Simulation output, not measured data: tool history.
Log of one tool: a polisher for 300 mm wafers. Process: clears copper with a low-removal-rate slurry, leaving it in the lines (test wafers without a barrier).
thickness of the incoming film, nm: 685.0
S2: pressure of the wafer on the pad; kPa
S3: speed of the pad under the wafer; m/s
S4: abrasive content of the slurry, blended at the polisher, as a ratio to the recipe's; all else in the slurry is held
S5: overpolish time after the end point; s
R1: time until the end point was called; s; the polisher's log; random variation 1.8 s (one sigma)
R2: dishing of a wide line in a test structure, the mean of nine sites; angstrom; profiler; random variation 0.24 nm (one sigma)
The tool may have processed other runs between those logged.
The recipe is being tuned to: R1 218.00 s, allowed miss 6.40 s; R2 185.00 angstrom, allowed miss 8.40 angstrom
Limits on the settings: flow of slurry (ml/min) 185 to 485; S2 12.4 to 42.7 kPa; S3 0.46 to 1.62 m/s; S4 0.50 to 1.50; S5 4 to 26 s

{"run": 1, "hour": 0.0, "flow of slurry (ml/min)": 310, "S2": 27.6, "S3": 1.04, "S4": 1.0, "S5": 13, "R1": 196.54, "R2": 427.05}
{"run": 2, "hour": 8.0, "flow of slurry (ml/min)": 310, "S2": 27.6, "S3": 1.04, "S4": 1.0, "S5": 8, "R1": 199.04, "R2": 264.33}
{"run": 3, "hour": 12.4, "flow of slurry (ml/min)": 315, "S2": 26.2, "S3": 1.04, "S4": 1.0, "S5": 6, "R1": 200.48, "R2": 199.05}
{"run": 4, "hour": 20.7, "flow of slurry (ml/min)": 310, "S2": 26.2, "S3": 1.04, "S4": 1.0, "S5": 6, "R1": 204.35, "R2": 198.03}
{"run": 5, "hour": 26.5, "flow of slurry (ml/min)": 305, "S2": 26.2, "S3": 1.04, "S4": 1.0, "S5": 6, "R1": 204.52, "R2": 192.94}
{"run": 6, "hour": 27.9, "flow of slurry (ml/min)": 305, "S2": 21.4, "S3": 1.04, "S4": 1.0, "S5": 6, "R1": 238.36, "R2": 172.52}
{"run": 7, "hour": 30.8, "flow of slurry (ml/min)": 310, "S2": 21.4, "S3": 1.04, "S4": 1.0, "S5": 6, "R1": 235.42, "R2": 170.48}
{"run": 8, "hour": 35.2, "flow of slurry (ml/min)": 315, "S2": 21.4, "S3": 1.04, "S4": 1.0, "S5": 6, "R1": 236.55, "R2": 171.3}

Of the 4 settings listed for the next run, only one would bring every result within its allowed miss of target. Which one?
{"run": "A", "hour": 39.6, "flow of slurry (ml/min)": 335, "S2": 21.4, "S3": 1.1, "S4": 1.05, "S5": 6, "R1": "?", "R2": "?"}
{"run": "B", "hour": 39.6, "flow of slurry (ml/min)": 320, "S2": 30.3, "S3": 0.88, "S4": 0.75, "S5": 7, "R1": "?", "R2": "?"}
{"run": "C", "hour": 39.6, "flow of slurry (ml/min)": 310, "S2": 22.1, "S3": 0.96, "S4": 1.0, "S5": 6, "R1": "?", "R2": "?"}
{"run": "D", "hour": 39.6, "flow of slurry (ml/min)": 290, "S2": 21.4, "S3": 1.1, "S4": 0.9, "S5": 7, "R1": "?", "R2": "?"}

move=A R1=220.58 R2=182.20
move=B R1=235.56 R2=199.19
move=C R1=251.48 R2=160.72
move=D R1=234.05 R2=199.47
A: all results in spec
B: moves toward the targets from the last run without getting all of them in spec
C: lands further from the targets than the last run did
D: moves toward the targets from the last run without getting all of them in spec
The right move is A.
